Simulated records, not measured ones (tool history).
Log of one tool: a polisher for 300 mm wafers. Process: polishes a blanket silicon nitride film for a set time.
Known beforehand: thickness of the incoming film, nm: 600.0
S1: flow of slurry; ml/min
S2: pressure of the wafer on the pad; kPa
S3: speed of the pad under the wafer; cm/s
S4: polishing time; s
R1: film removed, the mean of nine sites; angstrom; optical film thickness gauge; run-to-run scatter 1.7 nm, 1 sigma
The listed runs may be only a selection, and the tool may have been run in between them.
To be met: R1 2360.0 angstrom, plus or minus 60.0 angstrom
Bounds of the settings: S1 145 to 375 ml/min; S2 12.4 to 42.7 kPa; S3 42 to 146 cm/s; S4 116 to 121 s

run,hour,S1,S2,S3,S4,R1
1,0.0,240,27.6,94,116,1763.0
2,3.0,240,30.3,94,116,1931.6
3,6.6,245,31.7,94,116,2057.8
4,8.1,305,31.7,94,116,2124.2
5,14.5,305,31.7,82,116,1932.9
6,17.9,305,31.7,100,116,2173.3
7,21.1,305,32.4,100,116,2202.8
8,26.7,305,33.1,100,116,2274.5

Consider the 4 candidate settings below. Which is the only one whose results all fall within their allowed miss of target?
A,32.3,310,29.0,120,116,?
B,32.3,375,40.7,78,119,?
C,32.3,320,33.1,102,120,?
D,32.3,290,33.1,120,118,?

move,R1
A,2170.8
B,2515.1
C,2346.1
D,2498.8
A: lands further from the targets than the last run did
B: takes the biggest miss from the last run beyond its target
C: meets every target
D: takes the biggest miss from the last run beyond its target
Go with C: it meets all targets.
